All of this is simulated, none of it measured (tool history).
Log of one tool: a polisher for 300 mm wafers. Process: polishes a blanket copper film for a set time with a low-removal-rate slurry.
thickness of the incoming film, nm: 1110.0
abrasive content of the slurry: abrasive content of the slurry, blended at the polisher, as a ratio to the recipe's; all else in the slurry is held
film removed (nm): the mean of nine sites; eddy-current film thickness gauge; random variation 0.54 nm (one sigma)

run	hour	flow of slurry (ml/min)	pressure of the wafer on the pad (psi)	speed of the pad under the wafer (m/s)	abrasive content of the slurry	polishing time (s)	film removed (nm)
1	0.0	215	2.2	1.00	1.0	41	103.680
2	7.6	215	2.0	0.98	1.0	41	95.127
3	12.1	215	1.8	0.94	1.0	41	81.526
4	13.2	170	1.8	0.94	1.0	41	78.928
5	18.4	170	1.6	0.94	1.0	41	71.269
6	24.9	170	1.5	0.94	1.0	41	65.793
7	26.9	170	1.4	0.94	1.0	41	61.772

Run 8 comes next. What will it give?
8	28.8	170	1.3	0.94	1.0	41	?

{"run 8": {"film removed (nm)": 58.578}}
